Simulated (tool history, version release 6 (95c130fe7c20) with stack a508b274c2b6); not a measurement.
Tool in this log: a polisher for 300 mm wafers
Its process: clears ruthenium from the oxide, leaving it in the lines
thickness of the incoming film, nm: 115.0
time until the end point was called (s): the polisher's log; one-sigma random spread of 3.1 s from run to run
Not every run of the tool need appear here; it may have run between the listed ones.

run	hour	flow of slurry (ml/min)	pressure of the wafer on the pad (psi)	speed of the pad under the wafer (cm/s)	overpolish time after the end point (s)	time until the end point was called (s)
1	0.0	250	1.9	76	23	113.270
2	4.8	250	2.2	76	23	97.582
3	13.2	250	2.0	74	23	109.960
4	21.3	250	1.8	72	23	122.850
5	23.2	280	1.8	72	23	121.230
6	25.0	280	1.6	70	23	134.820
7	29.0	280	1.5	68	23	144.940
8	33.6	280	1.4	68	23	151.730
9	42.6	280	1.3	68	23	163.850
10	46.6	275	1.2	68	23	175.050
11	53.5	270	1.2	68	23	179.590
12	56.5	265	1.2	68	23	174.150
13	58.1	260	1.2	68	23	177.240

Predict the results of run 14:
14	65.6	255	1.2	68	23	?

{"run 14": {"time until the end point was called (s)": 175.03}}

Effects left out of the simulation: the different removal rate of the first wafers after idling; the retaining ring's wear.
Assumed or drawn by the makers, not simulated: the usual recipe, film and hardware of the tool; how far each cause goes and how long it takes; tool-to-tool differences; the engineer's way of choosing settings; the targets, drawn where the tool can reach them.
